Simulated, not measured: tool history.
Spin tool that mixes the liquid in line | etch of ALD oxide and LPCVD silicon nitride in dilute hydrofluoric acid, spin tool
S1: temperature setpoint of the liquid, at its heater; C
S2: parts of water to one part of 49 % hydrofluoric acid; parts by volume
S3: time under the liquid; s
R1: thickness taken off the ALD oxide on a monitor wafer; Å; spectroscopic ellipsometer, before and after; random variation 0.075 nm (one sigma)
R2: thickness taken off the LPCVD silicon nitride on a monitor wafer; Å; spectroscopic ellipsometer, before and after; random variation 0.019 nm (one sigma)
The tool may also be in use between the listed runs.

run	hour	S1	S2	S3	R1	R2
1	0	20	160	180	138.94	4.0761
2	8.4	23	160	180	156.32	5.1101
3	14.6	23	160	145	126.95	4.2594
4	20.3	22	170	145	113.88	3.5483
5	21.1	21.5	180	145	103.97	3.6536
6	27	21.5	180	175	124.13	4.5101
7	33.9	20.5	185	170	115.05	3.5234
8	34.7	20.5	200	170	103.49	3.1731

Run 9 comes next. What will it give?
9	37.5	20.5	210	170	?	?

R1: 98.271 Å
R2: 2.8606 Å
